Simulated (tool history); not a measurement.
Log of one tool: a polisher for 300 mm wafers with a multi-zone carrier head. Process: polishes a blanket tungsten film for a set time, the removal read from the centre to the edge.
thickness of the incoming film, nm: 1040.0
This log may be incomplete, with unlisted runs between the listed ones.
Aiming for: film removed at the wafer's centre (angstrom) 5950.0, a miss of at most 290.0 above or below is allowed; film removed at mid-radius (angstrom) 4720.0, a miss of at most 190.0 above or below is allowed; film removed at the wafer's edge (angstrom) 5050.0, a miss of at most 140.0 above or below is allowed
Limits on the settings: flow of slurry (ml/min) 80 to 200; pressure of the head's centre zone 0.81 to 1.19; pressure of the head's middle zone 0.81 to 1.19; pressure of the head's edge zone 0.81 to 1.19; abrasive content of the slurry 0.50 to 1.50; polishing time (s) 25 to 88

run,day,flow of slurry (ml/min),pressure of the head's centre zone,pressure of the head's middle zone,pressure of the head's edge zone,abrasive content of the slurry,polishing time (s),film removed at the wafer's centre (angstrom),film removed at mid-radius (angstrom),film removed at the wafer's edge (angstrom)
1,0.000,130,1.00,1.00,1.00,1.00,56,3790.8,3903.5,3823.1
2,0.100,115,1.00,1.00,1.00,1.00,56,3667.1,3864.1,3769.5
3,0.138,115,1.00,1.00,1.00,1.00,44,2910.0,2955.1,2933.2
4,0.475,115,1.00,1.00,1.00,0.80,44,2756.3,2839.5,2779.8
5,0.692,135,1.05,1.00,1.04,1.00,48,3479.2,3379.4,3339.9
6,0.925,135,1.05,0.93,1.04,1.00,48,3530.5,3174.6,3352.9
7,1.038,145,1.08,0.93,1.07,1.15,50,4026.0,3488.7,3673.8
8,1.117,155,1.10,0.93,1.09,1.25,52,4385.8,3721.9,4023.6
9,1.179,165,1.12,0.94,1.10,1.30,54,4666.7,3929.3,4232.6
10,1.392,170,1.14,0.94,1.10,1.35,56,4985.0,4121.2,4496.4

Which of these 4 next moves meets every target?
A,1.604,170,0.91,0.93,1.18,1.50,60,?,?,?
B,1.604,110,1.13,0.81,1.10,1.25,58,?,?,?
C,1.604,180,1.12,0.95,1.08,1.35,61,?,?,?
D,1.604,175,1.17,0.91,1.05,1.15,67,?,?,?

move,film removed at the wafer's centre (angstrom),film removed at mid-radius (angstrom),film removed at the wafer's edge (angstrom)
A,4338.1,4645.1,5117.7
B,4457.4,3468.6,4263.8
C,5364.4,4732.6,4885.5
D,5900.7,4809.2,5084.6
A: brings the result that was furthest off to its target, and leaves another outside
B: moves away from the targets compared with the last run
C: nearer than the last run, and not there yet
D: in spec on every target
Answer: D
